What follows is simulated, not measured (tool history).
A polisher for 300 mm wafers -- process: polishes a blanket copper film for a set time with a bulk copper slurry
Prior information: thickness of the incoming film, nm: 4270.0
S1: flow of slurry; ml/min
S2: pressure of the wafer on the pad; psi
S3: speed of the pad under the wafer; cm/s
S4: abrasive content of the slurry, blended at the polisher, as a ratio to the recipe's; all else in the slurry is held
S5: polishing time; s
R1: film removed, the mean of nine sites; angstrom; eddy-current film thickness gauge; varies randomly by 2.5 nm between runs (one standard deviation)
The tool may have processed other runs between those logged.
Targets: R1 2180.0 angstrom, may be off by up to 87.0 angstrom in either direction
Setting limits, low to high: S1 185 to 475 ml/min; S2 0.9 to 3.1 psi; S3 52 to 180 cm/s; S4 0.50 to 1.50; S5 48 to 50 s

run  hour   S1   S2   S3    S4  S5      R1
  1   0.0  305  2.0  116  1.00  48  2974.1
  2   5.7  305  2.4  116  1.00  48  3569.1
  3  12.0  305  2.2  116  1.00  48  3172.2
  4  15.6  305  2.2  116  0.80  48  3035.1
  5  18.1  305  2.1  116  0.80  48  2942.0
  6  23.3  305  2.1  116  0.70  48  2807.8
  7  31.3  305  1.5  114  0.70  48  1962.6
  8  34.3  305  1.5  114  0.70  48  2043.1

Exactly one of the 5 candidate moves below puts every result within its allowed miss. Which one?
  A  37.3  350  1.7  120  0.55  48   ?
  B  37.3  365  1.6  106  0.75  48   ?
  C  37.3  285  1.6  108  0.65  48   ?
  D  37.3  215  1.6   96  0.85  50   ?
  E  37.3  310  1.3  128  0.75  48   ?

move      R1
   A  2226.3
   B  2066.1
   C  1978.4
   D  1954.8
   E  1993.7
A: in spec on every target
B: an improvement on the last run, though not all results are within tolerance
C: the biggest miss grows against the last run
D: the biggest miss grows against the last run
E: the biggest miss grows against the last run
A meets every target.

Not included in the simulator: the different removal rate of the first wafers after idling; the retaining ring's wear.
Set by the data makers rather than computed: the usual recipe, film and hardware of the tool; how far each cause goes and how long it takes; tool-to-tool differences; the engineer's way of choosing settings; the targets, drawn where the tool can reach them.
